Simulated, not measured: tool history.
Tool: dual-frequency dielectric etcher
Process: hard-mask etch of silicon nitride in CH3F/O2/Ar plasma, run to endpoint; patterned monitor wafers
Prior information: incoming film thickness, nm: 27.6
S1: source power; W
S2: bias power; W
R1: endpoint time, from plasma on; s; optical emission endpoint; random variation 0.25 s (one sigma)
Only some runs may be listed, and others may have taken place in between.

{"run": 1, "hour": 0.0, "S1": 380, "S2": 94, "R1": 36.328}
{"run": 2, "hour": 0.7, "S1": 400, "S2": 96, "R1": 35.864}
{"run": 3, "hour": 2.1, "S1": 400, "S2": 85, "R1": 36.641}
{"run": 4, "hour": 4.0, "S1": 400, "S2": 98, "R1": 35.782}
{"run": 5, "hour": 9.0, "S1": 400, "S2": 88, "R1": 36.529}
{"run": 6, "hour": 12.9, "S1": 400, "S2": 104, "R1": 35.561}

Run 7 comes next. What will it give?
{"run": 7, "hour": 21.6, "S1": 430, "S2": 107, "R1": "?"}

R1: 34.218 s
